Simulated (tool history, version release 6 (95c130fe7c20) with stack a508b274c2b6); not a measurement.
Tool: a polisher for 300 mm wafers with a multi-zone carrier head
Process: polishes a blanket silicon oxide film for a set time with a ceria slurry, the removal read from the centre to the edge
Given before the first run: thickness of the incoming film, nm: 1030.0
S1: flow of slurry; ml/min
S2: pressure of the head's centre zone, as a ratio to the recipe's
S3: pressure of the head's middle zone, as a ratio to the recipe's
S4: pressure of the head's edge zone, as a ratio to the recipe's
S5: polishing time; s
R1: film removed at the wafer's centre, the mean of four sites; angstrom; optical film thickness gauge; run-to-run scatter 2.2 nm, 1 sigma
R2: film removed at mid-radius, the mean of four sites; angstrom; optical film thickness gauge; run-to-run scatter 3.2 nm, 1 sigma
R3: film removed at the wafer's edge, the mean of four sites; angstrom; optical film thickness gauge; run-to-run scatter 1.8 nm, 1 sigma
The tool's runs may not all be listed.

run    day   S1    S2    S3    S4  S5      R1      R2      R3
  1      0  160     1     1     1  59  4125.5  3987.1  4187.4
  2   0.15  130     1     1     1  59  3939.6  3724.4  4047.8
  3  0.442  130  1.08     1     1  59  4087.2    3689  4114.7
  4  0.696  135  1.08     1  0.97  54  3861.2  3452.6  3729.4
  5  0.967  135  1.08     1  0.97  44  3125.6  2763.3  3041.1
  6  1.175  130  1.07     1  0.94  43  3027.9  2782.6  2871.1
  7  1.317  125  1.07  0.98  0.93  43  2953.6  2672.7  2873.4
  8  1.521  125   1.1  1.01  0.83  37  2618.8  2371.4  2355.8
  9   1.75  130   1.1  1.01  0.84  37  2582.8  2382.6  2354.5
 10  2.096  165  1.14  0.99  0.91  39  2945.4  2566.8  2623.8
 11  2.283  160  1.13  0.99   0.9  39  2941.9  2545.7  2657.2
 12  2.325  155  1.13  0.99  0.89  39  2950.5  2533.6  2613.3
 13  2.554  150  1.12  0.99  0.89  39  2913.8  2514.8  2613.7

What will run 14 give?
 14  2.717  145  1.12  0.99  0.88  39   ?   ?   ?

{"run 14": {"R1": 2854, "R2": 2547.6, "R3": 2579.2}}
